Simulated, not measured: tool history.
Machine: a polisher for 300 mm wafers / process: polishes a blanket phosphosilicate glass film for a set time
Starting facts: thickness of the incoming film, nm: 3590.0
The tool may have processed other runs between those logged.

| run | hour | flow of slurry (ml/min) | pressure of the wafer on the pad (kPa) | speed of the pad under the wafer (m/s) | abrasive content of the slurry | polishing time (s) | film removed (Å) |
|---|---|---|---|---|---|---|---|
| 1 | 0.0 | 215 | 15.2 | 1.04 | 1.0 | 71 | 4100.7 |
| 2 | 2.0 | 215 | 14.5 | 1.04 | 1.0 | 71 | 3974.3 |
| 3 | 4.4 | 215 | 13.8 | 1.04 | 1.0 | 71 | 3787.4 |
| 4 | 9.0 | 215 | 13.8 | 1.14 | 1.0 | 71 | 4022.0 |
| 5 | 12.0 | 215 | 13.1 | 1.14 | 1.0 | 71 | 3817.3 |
| 6 | 14.8 | 210 | 12.4 | 1.14 | 1.0 | 71 | 3650.5 |
| 7 | 16.8 | 205 | 12.4 | 1.14 | 1.0 | 71 | 3597.8 |

Run 8 is up next; what results do you expect?
| 8 | 22.8 | 195 | 12.4 | 1.14 | 1.0 | 71 | ? |

{"run 8": {"film removed (Å)": 3634.0}}
